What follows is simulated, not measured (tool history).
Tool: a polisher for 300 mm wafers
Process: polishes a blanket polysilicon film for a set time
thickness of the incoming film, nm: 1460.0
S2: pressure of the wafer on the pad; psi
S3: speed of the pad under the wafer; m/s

Run 1, hour 0: flow of slurry (ml/min) 145, S2 3.2 psi, S3 0.94 m/s, polishing time (s) 76. Result: film removed (Å) 6706.7.
Run 2, hour 8.9: flow of slurry (ml/min) 145, S2 2.5 psi, S3 0.94 m/s, polishing time (s) 76. Result: film removed (Å) 5261.7.
Run 3, hour 13.9: flow of slurry (ml/min) 120, S2 2.5 psi, S3 0.94 m/s, polishing time (s) 76. Result: film removed (Å) 5041.8.
Run 4, hour 16.2: flow of slurry (ml/min) 115, S2 2.4 psi, S3 0.94 m/s, polishing time (s) 76. Result: film removed (Å) 4820.5.
Run 5, hour 20.6: flow of slurry (ml/min) 115, S2 1.6 psi, S3 0.94 m/s, polishing time (s) 76. Result: film removed (Å) 3281.4.
Run 6, hour 29.2: flow of slurry (ml/min) 125, S2 1.6 psi, S3 0.94 m/s, polishing time (s) 76. Result: film removed (Å) 3387.8.
Run 7, hour 35.3: flow of slurry (ml/min) 135, S2 1.6 psi, S3 0.94 m/s, polishing time (s) 76. Result: film removed (Å) 3398.3.
Run 8, hour 38.8: flow of slurry (ml/min) 140, S2 1.6 psi, S3 0.94 m/s, polishing time (s) 76. Result: film removed (Å) 3438.6.
Run 9, hour 45.8: flow of slurry (ml/min) 150, S2 1.6 psi, S3 0.94 m/s, polishing time (s) 76. Result: film removed (Å) 3454.5.

Forecast run 10:
Run 10, hour 47.1: flow of slurry (ml/min) 150, S2 1.6 psi, S3 0.94 m/s, polishing time (s) 76. Result: film removed (Å) ?.

{"run 10": {"film removed (Å)": 3450.1}}
